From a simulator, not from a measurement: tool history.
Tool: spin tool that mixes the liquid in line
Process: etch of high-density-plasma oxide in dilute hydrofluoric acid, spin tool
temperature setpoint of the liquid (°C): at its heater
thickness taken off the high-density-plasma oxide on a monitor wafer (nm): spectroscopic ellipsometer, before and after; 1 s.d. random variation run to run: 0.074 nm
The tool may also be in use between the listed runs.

run  hour  temperature setpoint of the liquid (°C)  parts of water to one part of 49 % hydrofluoric acid (parts by volume)  time under the liquid (s)  thickness taken off the high-density-plasma oxide on a monitor wafer (nm)
  1     0                                       24                                                                      45                         85                                                                     14.199
  2   8.5                                       24                                                                      45                         65                                                                      10.88
  3  16.3                                       24                                                                      35                         65                                                                     14.151
  4  19.4                                       24                                                                      20                         65                                                                     25.335
     28.1  -- thermometer replaced
  5  28.1                                       24                                                                      20                         85                                                                     31.096
  6  30.8                                       24                                                                      20                         85                                                                     31.329
  7  31.5                                     22.5                                                                      20                         85                                                                     29.237
  8  39.2                                     21.5                                                                      20                         85                                                                     28.077
  9  44.8                                     20.5                                                                      20                         85                                                                     26.749
 10  49.9                                       17                                                                      30                         85                                                                     15.123
 11  58.9                                       18                                                                      30                         85                                                                     15.859

Forecast run 12:
 12  67.1                                     18.5                                                                      30                         85                                                                          ?

thickness taken off the high-density-plasma oxide on a monitor wafer (nm): 16.178
